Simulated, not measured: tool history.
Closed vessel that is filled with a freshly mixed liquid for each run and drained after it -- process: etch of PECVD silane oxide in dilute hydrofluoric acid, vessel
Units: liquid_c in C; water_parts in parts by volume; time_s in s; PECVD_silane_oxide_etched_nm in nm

run,hour,liquid_c,water_parts,time_s,PECVD_silane_oxide_etched_nm
1,0.0,21.0,60,95,43.254
2,6.3,23.0,55,95,51.354
3,10.4,24.5,50,95,60.511
4,18.2,24.5,50,95,60.846
5,21.2,24.5,50,105,67.802
6,28.0,25.5,50,105,69.604

Run 7 comes next. What will it give?
7,34.6,26.5,50,105,?

PECVD_silane_oxide_etched_nm: 72.567 nm

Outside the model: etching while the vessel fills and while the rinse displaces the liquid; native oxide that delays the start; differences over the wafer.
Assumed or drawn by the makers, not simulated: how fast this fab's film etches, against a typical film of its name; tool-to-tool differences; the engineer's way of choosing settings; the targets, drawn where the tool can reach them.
